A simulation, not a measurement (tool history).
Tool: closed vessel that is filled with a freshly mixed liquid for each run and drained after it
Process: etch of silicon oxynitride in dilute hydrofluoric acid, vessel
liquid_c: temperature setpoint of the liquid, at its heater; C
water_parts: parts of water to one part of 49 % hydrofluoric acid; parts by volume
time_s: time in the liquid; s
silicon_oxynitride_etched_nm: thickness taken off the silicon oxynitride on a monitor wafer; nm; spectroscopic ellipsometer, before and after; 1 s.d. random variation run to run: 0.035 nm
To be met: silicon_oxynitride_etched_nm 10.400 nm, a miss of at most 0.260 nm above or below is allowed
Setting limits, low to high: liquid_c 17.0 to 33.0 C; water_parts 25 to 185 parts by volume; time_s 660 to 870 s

Run 1, hour 0.0: liquid_c 25.0 C, water_parts 105 parts by volume, time_s 870 s. Result: silicon_oxynitride_etched_nm 14.616 nm.
Run 2, hour 2.1: liquid_c 28.5 C, water_parts 105 parts by volume, time_s 870 s. Result: silicon_oxynitride_etched_nm 17.316 nm.
Run 3, hour 9.1: liquid_c 26.0 C, water_parts 105 parts by volume, time_s 870 s. Result: silicon_oxynitride_etched_nm 15.370 nm.
Run 4, hour 15.4: liquid_c 28.0 C, water_parts 105 parts by volume, time_s 870 s. Result: silicon_oxynitride_etched_nm 16.814 nm.
Run 5, hour 18.1: liquid_c 26.5 C, water_parts 105 parts by volume, time_s 870 s. Result: silicon_oxynitride_etched_nm 15.712 nm.
Run 6, hour 21.7: liquid_c 23.5 C, water_parts 105 parts by volume, time_s 870 s. Result: silicon_oxynitride_etched_nm 13.742 nm.
Run 7, hour 24.3: liquid_c 23.5 C, water_parts 105 parts by volume, time_s 870 s. Result: silicon_oxynitride_etched_nm 13.642 nm.
Run 8, hour 31.7: liquid_c 22.5 C, water_parts 105 parts by volume, time_s 870 s. Result: silicon_oxynitride_etched_nm 12.965 nm.
Run 9, hour 39.2: liquid_c 22.0 C, water_parts 105 parts by volume, time_s 870 s. Result: silicon_oxynitride_etched_nm 12.723 nm.
Run 10, hour 42.4: liquid_c 21.5 C, water_parts 105 parts by volume, time_s 870 s. Result: silicon_oxynitride_etched_nm 12.490 nm.
Run 11, hour 45.7: liquid_c 21.0 C, water_parts 105 parts by volume, time_s 870 s. Result: silicon_oxynitride_etched_nm 12.166 nm.
Run 12, hour 48.6: liquid_c 20.5 C, water_parts 105 parts by volume, time_s 870 s. Result: silicon_oxynitride_etched_nm 11.820 nm.
Run 13, hour 51.4: liquid_c 20.0 C, water_parts 105 parts by volume, time_s 870 s. Result: silicon_oxynitride_etched_nm 11.479 nm.
Run 14, hour 58.2: liquid_c 19.5 C, water_parts 105 parts by volume, time_s 870 s. Result: silicon_oxynitride_etched_nm 11.275 nm.
Run 15, hour 67.1: liquid_c 19.0 C, water_parts 105 parts by volume, time_s 870 s. Result: silicon_oxynitride_etched_nm 10.977 nm.
Run 16, hour 76.8: liquid_c 18.5 C, water_parts 105 parts by volume, time_s 870 s. Result: silicon_oxynitride_etched_nm 10.703 nm.

Consider the 4 candidate settings below. Which is the only one whose results all fall within their allowed miss of target?
Run A, hour 86.5: liquid_c 18.5 C, water_parts 105 parts by volume, time_s 840 s. Result: silicon_oxynitride_etched_nm ?.
Run B, hour 86.5: liquid_c 19.5 C, water_parts 105 parts by volume, time_s 835 s. Result: silicon_oxynitride_etched_nm ?.
Run C, hour 86.5: liquid_c 17.0 C, water_parts 95 parts by volume, time_s 860 s. Result: silicon_oxynitride_etched_nm ?.
Run D, hour 86.5: liquid_c 19.0 C, water_parts 100 parts by volume, time_s 830 s. Result: silicon_oxynitride_etched_nm ?.

move  silicon_oxynitride_etched_nm
   A                        10.362
   B                        10.820
   C                        10.953
   D                        11.058
A: every result within its allowed miss
B: lands further from the targets than the last run did
C: lands further from the targets than the last run did
D: lands further from the targets than the last run did
A is the move that brings every result within its allowed miss.
